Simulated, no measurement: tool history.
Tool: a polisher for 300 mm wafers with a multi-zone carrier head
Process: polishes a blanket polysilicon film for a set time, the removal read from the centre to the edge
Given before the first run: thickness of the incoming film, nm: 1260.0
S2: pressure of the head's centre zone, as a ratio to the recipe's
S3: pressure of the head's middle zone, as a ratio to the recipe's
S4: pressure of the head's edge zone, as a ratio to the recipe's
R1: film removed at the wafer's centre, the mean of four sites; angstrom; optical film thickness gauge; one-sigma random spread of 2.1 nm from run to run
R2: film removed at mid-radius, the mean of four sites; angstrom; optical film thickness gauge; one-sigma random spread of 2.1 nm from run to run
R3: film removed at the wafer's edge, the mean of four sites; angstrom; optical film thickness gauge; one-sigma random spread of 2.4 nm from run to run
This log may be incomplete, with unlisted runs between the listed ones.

{"run": 1, "hour": 0.0, "flow of slurry (ml/min)": 200, "S2": 1.0, "S3": 1.0, "S4": 1.0, "polishing time (s)": 73, "R1": 3752.4, "R2": 3735.5, "R3": 3973.3}
{"run": 2, "hour": 2.8, "flow of slurry (ml/min)": 180, "S2": 0.99, "S3": 0.95, "S4": 0.96, "polishing time (s)": 62, "R1": 3081.2, "R2": 2984.6, "R3": 3203.2}
{"run": 3, "hour": 4.8, "flow of slurry (ml/min)": 205, "S2": 0.99, "S3": 0.95, "S4": 0.96, "polishing time (s)": 62, "R1": 3188.8, "R2": 3038.0, "R3": 3248.0}
{"run": 4, "hour": 6.6, "flow of slurry (ml/min)": 185, "S2": 1.0, "S3": 0.91, "S4": 0.97, "polishing time (s)": 54, "R1": 2776.0, "R2": 2537.9, "R3": 2795.3}
{"run": 5, "hour": 9.3, "flow of slurry (ml/min)": 180, "S2": 1.0, "S3": 0.88, "S4": 1.0, "polishing time (s)": 48, "R1": 2431.6, "R2": 2183.1, "R3": 2516.5}
{"run": 6, "hour": 12.9, "flow of slurry (ml/min)": 175, "S2": 1.01, "S3": 0.86, "S4": 1.01, "polishing time (s)": 45, "R1": 2259.5, "R2": 1995.4, "R3": 2346.9}
{"run": 7, "hour": 18.6, "flow of slurry (ml/min)": 170, "S2": 1.02, "S3": 0.85, "S4": 1.02, "polishing time (s)": 43, "R1": 2174.5, "R2": 1896.2, "R3": 2249.1}
{"run": 8, "hour": 23.3, "flow of slurry (ml/min)": 170, "S2": 1.02, "S3": 0.85, "S4": 1.02, "polishing time (s)": 43, "R1": 2184.2, "R2": 1907.6, "R3": 2308.7}
{"run": 9, "hour": 29.9, "flow of slurry (ml/min)": 165, "S2": 1.03, "S3": 0.84, "S4": 1.01, "polishing time (s)": 41, "R1": 2084.7, "R2": 1745.1, "R3": 2144.7}

Estimate the outcome of run 10 from the log above:
{"run": 10, "hour": 36.4, "flow of slurry (ml/min)": 155, "S2": 1.03, "S3": 0.84, "S4": 1.0, "polishing time (s)": 41, "R1": "?", "R2": "?", "R3": "?"}

For run 10 the tool returned R1 2045.6 angstrom, R2 1745.6 angstrom, R3 2100.0 angstrom.
